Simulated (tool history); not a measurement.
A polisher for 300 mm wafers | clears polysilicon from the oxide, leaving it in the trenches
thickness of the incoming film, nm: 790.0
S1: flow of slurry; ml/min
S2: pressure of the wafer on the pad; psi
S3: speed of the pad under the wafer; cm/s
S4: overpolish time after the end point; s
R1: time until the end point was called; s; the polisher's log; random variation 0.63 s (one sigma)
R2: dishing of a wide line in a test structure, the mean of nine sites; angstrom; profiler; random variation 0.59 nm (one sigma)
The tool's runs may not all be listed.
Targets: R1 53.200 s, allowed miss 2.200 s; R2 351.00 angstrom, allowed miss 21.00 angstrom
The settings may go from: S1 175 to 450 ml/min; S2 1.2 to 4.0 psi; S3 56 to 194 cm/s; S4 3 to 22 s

{"run": 1, "hour": 0.0, "S1": 290, "S2": 2.6, "S3": 124, "S4": 11, "R1": 39.257, "R2": 364.32}
{"run": 2, "hour": 8.2, "S1": 330, "S2": 2.6, "S3": 124, "S4": 11, "R1": 39.052, "R2": 373.82}
{"run": 3, "hour": 10.4, "S1": 330, "S2": 2.6, "S3": 104, "S4": 11, "R1": 47.336, "R2": 350.72}
{"run": 4, "hour": 19.1, "S1": 330, "S2": 2.5, "S3": 104, "S4": 11, "R1": 48.393, "R2": 364.77}
{"run": 5, "hour": 27.4, "S1": 370, "S2": 2.5, "S3": 104, "S4": 11, "R1": 48.276, "R2": 346.75}
{"run": 6, "hour": 32.7, "S1": 370, "S2": 2.5, "S3": 78, "S4": 11, "R1": 62.321, "R2": 350.6}
{"run": 7, "hour": 40.1, "S1": 370, "S2": 2.6, "S3": 78, "S4": 11, "R1": 60.599, "R2": 364.54}
{"run": 8, "hour": 43.9, "S1": 390, "S2": 2.6, "S3": 82, "S4": 10, "R1": 59.47, "R2": 355.42}

Which of these 4 next moves meets every target?
{"run": "A", "hour": 47.7, "S1": 440, "S2": 1.7, "S3": 106, "S4": 9, "R1": "?", "R2": "?"}
{"run": "B", "hour": 47.7, "S1": 440, "S2": 1.7, "S3": 96, "S4": 10, "R1": "?", "R2": "?"}
{"run": "C", "hour": 47.7, "S1": 320, "S2": 2.8, "S3": 86, "S4": 7, "R1": "?", "R2": "?"}
{"run": "D", "hour": 47.7, "S1": 390, "S2": 1.6, "S3": 108, "S4": 9, "R1": "?", "R2": "?"}

move=A R1=64.696 R2=348.39
move=B R1=71.177 R2=348.90
move=C R1=53.569 R2=344.89
move=D R1=67.201 R2=346.31
A: further off than the last run
B: further off than the last run
C: meets every target
D: further off than the last run
The right move is C.
